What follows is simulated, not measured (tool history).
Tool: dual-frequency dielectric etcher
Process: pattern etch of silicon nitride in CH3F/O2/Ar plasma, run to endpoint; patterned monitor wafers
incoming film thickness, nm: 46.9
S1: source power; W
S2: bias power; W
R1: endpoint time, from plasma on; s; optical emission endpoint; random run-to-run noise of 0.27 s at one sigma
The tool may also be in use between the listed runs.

run,hour,S1,S2,R1
1,0.0,340,62,79.771
2,4.6,340,54,83.745
3,10.3,370,54,80.774
4,14.7,380,54,79.616
5,22.6,380,49,82.350
6,23.6,340,49,85.654
7,28.8,340,49,86.235
8,34.5,350,49,84.837

Estimate the outcome of run 9 from the log above:
9,39.8,360,49,?

{"run 9": {"R1": 84.317}}
